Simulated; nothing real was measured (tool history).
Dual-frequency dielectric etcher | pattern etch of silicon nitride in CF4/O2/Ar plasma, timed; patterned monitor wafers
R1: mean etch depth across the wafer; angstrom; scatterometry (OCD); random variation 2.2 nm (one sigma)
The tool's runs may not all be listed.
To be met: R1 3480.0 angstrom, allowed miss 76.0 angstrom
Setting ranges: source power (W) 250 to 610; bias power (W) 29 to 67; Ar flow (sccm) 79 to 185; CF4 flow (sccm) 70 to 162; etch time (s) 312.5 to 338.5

{"run": 1, "day": 0.0, "source power (W)": 430, "bias power (W)": 48, "Ar flow (sccm)": 132, "CF4 flow (sccm)": 116, "etch time (s)": 338.5, "R1": 4996.6}
{"run": 2, "day": 0.279, "source power (W)": 410, "bias power (W)": 48, "Ar flow (sccm)": 132, "CF4 flow (sccm)": 116, "etch time (s)": 338.5, "R1": 4763.7}
{"run": 3, "day": 0.575, "source power (W)": 410, "bias power (W)": 48, "Ar flow (sccm)": 132, "CF4 flow (sccm)": 101, "etch time (s)": 338.5, "R1": 4657.4}
{"run": 4, "day": 0.792, "source power (W)": 370, "bias power (W)": 48, "Ar flow (sccm)": 132, "CF4 flow (sccm)": 101, "etch time (s)": 338.5, "R1": 4169.5}
{"run": 5, "day": 1.104, "source power (W)": 370, "bias power (W)": 48, "Ar flow (sccm)": 132, "CF4 flow (sccm)": 101, "etch time (s)": 338.5, "R1": 4184.7}
{"run": 6, "day": 1.362, "source power (W)": 360, "bias power (W)": 48, "Ar flow (sccm)": 132, "CF4 flow (sccm)": 101, "etch time (s)": 338.5, "R1": 4056.8}
{"run": 7, "day": 1.512, "source power (W)": 350, "bias power (W)": 48, "Ar flow (sccm)": 132, "CF4 flow (sccm)": 101, "etch time (s)": 338.5, "R1": 3927.5}
{"run": 8, "day": 1.742, "source power (W)": 340, "bias power (W)": 48, "Ar flow (sccm)": 132, "CF4 flow (sccm)": 101, "etch time (s)": 338.5, "R1": 3822.7}
{"run": 9, "day": 1.962, "source power (W)": 290, "bias power (W)": 47, "Ar flow (sccm)": 132, "CF4 flow (sccm)": 101, "etch time (s)": 338.5, "R1": 3127.5}
{"run": 10, "day": 2.204, "source power (W)": 310, "bias power (W)": 47, "Ar flow (sccm)": 132, "CF4 flow (sccm)": 101, "etch time (s)": 338.5, "R1": 3419.3}

4 next moves are on the table. One of them brings every result within its allowed miss. Which?
{"run": "A", "day": 2.446, "source power (W)": 330, "bias power (W)": 37, "Ar flow (sccm)": 108, "CF4 flow (sccm)": 127, "etch time (s)": 325.0, "R1": "?"}
{"run": "B", "day": 2.446, "source power (W)": 380, "bias power (W)": 38, "Ar flow (sccm)": 154, "CF4 flow (sccm)": 83, "etch time (s)": 318.5, "R1": "?"}
{"run": "C", "day": 2.446, "source power (W)": 310, "bias power (W)": 54, "Ar flow (sccm)": 115, "CF4 flow (sccm)": 118, "etch time (s)": 312.5, "R1": "?"}
{"run": "D", "day": 2.446, "source power (W)": 300, "bias power (W)": 50, "Ar flow (sccm)": 129, "CF4 flow (sccm)": 112, "etch time (s)": 317.0, "R1": "?"}

move=A R1=3280.1
move=B R1=3272.8
move=C R1=3472.5
move=D R1=3201.8
A: the biggest miss grows against the last run
B: the biggest miss grows against the last run
C: hits every target within its allowed miss
D: the biggest miss grows against the last run
C is the move that brings every result within its allowed miss.

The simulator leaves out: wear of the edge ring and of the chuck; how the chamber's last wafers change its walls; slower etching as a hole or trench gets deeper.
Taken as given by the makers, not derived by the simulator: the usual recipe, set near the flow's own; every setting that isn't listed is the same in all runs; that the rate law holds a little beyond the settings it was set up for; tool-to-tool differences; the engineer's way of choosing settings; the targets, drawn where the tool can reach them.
